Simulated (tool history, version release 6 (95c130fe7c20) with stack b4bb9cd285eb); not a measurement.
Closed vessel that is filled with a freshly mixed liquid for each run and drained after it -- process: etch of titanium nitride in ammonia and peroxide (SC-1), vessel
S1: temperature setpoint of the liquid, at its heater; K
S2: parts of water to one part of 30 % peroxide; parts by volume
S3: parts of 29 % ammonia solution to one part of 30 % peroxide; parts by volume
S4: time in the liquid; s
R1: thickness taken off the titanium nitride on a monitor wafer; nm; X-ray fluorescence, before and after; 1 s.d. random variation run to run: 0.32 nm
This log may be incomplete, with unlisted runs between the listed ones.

run 1 hour=0 | S1=327.15 S2=21.5 S3=0.75 S4=210 | R1=22.884
run 2 hour=1.4 | S1=331.15 S2=21.5 S3=0.75 S4=210 | R1=30.217
run 3 hour=3.8 | S1=331.15 S2=21.5 S3=0.75 S4=225 | R1=32.158
run 4 hour=10.8 | S1=332.65 S2=21.5 S3=0.75 S4=225 | R1=35.425
run 5 hour=15.8 | S1=332.65 S2=21.5 S3=0.75 S4=210 | R1=33.053
run 6 hour=20.9 | S1=327.15 S2=21.5 S3=0.75 S4=210 | R1=22.687
run 7 hour=22 | S1=335.15 S2=21.5 S3=0.75 S4=210 | R1=38.611
run 8 hour=24.6 | S1=336.15 S2=21.5 S3=0.75 S4=210 | R1=41.439
run 9 hour=31.7 | S1=337.15 S2=21.5 S3=0.75 S4=210 | R1=44.069
run 10 hour=33.7 | S1=337.65 S2=21.5 S3=0.75 S4=210 | R1=45.51

What does the tool deliver on the next run?
run 11 hour=38.7 | S1=338.15 S2=21.5 S3=0.75 S4=210 | R1=?

R1: 47.027 nm
